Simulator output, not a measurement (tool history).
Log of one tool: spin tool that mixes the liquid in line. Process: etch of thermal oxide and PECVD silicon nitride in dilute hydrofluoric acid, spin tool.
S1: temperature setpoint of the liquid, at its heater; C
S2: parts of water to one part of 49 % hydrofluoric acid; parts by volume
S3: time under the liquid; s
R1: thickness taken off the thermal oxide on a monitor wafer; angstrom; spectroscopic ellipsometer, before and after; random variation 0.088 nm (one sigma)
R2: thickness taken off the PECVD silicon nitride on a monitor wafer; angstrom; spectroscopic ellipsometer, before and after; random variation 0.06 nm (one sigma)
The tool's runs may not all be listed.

run 1 hour=0 | S1=25 S2=60 S3=180 | R1=142.97 R2=85.109
run 2 hour=7.9 | S1=28.5 S2=60 S3=180 | R1=163.85 R2=104.7
run 3 hour=15.5 | S1=28.5 S2=50 S3=180 | R1=199.98 R2=125.35
run 4 hour=19.5 | S1=28.5 S2=70 S3=180 | R1=138.35 R2=90.563
run 5 hour=26.7 | S1=26.5 S2=65 S3=175 | R1=134.33 R2=83.207
run 6 hour=34.5 | S1=25 S2=60 S3=170 | R1=134.62 R2=79.982
run 7 hour=36.4 | S1=24 S2=55 S3=165 | R1=137.54 R2=77.603

Forecast run 8:
run 8 hour=36.9 | S1=23 S2=50 S3=160 | R1=? R2=?

{"run 8": {"R1": 142.45, "R2": 78.945}}
